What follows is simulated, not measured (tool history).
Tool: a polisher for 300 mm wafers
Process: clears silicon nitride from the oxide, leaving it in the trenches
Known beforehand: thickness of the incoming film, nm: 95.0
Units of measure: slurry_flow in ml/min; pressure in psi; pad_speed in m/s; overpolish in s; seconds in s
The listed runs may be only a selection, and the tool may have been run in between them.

run  hour  slurry_flow  pressure  pad_speed  overpolish  seconds
  1   0.0          180       2.2       1.10          35  125.970
  2   5.2          180       1.6       1.10          35  170.200
  3  10.4          180       1.6       1.10          38  168.450
  4  14.5          180       2.1       1.12          38  126.790
  5  22.8          200       2.1       1.12          38  122.180
  6  23.8          200       1.6       1.12          38  162.640
  7  30.2          200       2.1       1.14          38  122.220
  8  31.1          205       2.4       1.16          38  104.060
  9  31.8          205       2.6       1.18          38   95.632
 10  35.1          205       2.8       1.20          38   87.907
 11  41.8          210       3.0       1.22          38   80.842
 12  43.1          210       3.1       1.22          38   78.538

Predict the results of run 13:
 13  46.4          215       3.2       1.22          38        ?

seconds: 75.551 s
